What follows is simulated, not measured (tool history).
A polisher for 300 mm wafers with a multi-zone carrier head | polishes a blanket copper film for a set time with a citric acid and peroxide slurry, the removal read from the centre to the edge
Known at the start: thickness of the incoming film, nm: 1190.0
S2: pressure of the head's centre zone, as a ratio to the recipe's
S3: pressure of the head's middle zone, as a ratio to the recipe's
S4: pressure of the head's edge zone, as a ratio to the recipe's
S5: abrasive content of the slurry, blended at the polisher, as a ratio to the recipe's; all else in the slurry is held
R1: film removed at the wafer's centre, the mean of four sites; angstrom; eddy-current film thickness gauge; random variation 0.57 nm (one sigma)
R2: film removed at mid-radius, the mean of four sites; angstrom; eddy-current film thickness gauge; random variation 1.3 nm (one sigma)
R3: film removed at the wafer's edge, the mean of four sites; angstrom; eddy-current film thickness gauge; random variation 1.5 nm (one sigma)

Run 1, hour 0: flow of slurry (ml/min) 230, S2 1, S3 1, S4 1, S5 1, polishing time (s) 48. Result: R1 1309.7 angstrom, R2 1336.8 angstrom, R3 1354 angstrom.
Run 2, hour 8.6: flow of slurry (ml/min) 255, S2 1, S3 1, S4 1, S5 1, polishing time (s) 48. Result: R1 1310.2 angstrom, R2 1308.5 angstrom, R3 1336.2 angstrom.
Run 3, hour 16.3: flow of slurry (ml/min) 260, S2 0.97, S3 0.99, S4 0.99, S5 0.9, polishing time (s) 47. Result: R1 1209.3 angstrom, R2 1270.6 angstrom, R3 1307.4 angstrom.
Run 4, hour 20.4: flow of slurry (ml/min) 265, S2 0.96, S3 0.98, S4 0.98, S5 0.85, polishing time (s) 46. Result: R1 1178.1 angstrom, R2 1226.2 angstrom, R3 1303 angstrom.
Run 5, hour 26.3: flow of slurry (ml/min) 265, S2 0.96, S3 0.92, S4 0.98, S5 0.85, polishing time (s) 46. Result: R1 1187.6 angstrom, R2 1146.3 angstrom, R3 1276.1 angstrom.
Run 6, hour 33.2: flow of slurry (ml/min) 265, S2 1, S3 0.92, S4 0.98, S5 0.85, polishing time (s) 46. Result: R1 1219.9 angstrom, R2 1163.2 angstrom, R3 1286.4 angstrom.
Run 7, hour 38.7: flow of slurry (ml/min) 260, S2 0.98, S3 0.93, S4 0.96, S5 0.8, polishing time (s) 45. Result: R1 1154 angstrom, R2 1147 angstrom, R3 1213 angstrom.
Run 8, hour 40.6: flow of slurry (ml/min) 255, S2 0.96, S3 0.92, S4 0.95, S5 0.75, polishing time (s) 45. Result: R1 1123.8 angstrom, R2 1110 angstrom, R3 1225.6 angstrom.
At hour 44: edge zone pressure recalibrated.
Run 9, hour 44: flow of slurry (ml/min) 255, S2 0.95, S3 0.93, S4 0.93, S5 0.7, polishing time (s) 44. Result: R1 1060.1 angstrom, R2 1108 angstrom, R3 1137.3 angstrom.

Forecast run 10:
Run 10, hour 44.9: flow of slurry (ml/min) 250, S2 0.93, S3 0.92, S4 0.92, S5 0.7, polishing time (s) 44. Result: R1 ?, R2 ?, R3 ?.

{"run 10": {"R1": 1045.9, "R2": 1078, "R3": 1117}}
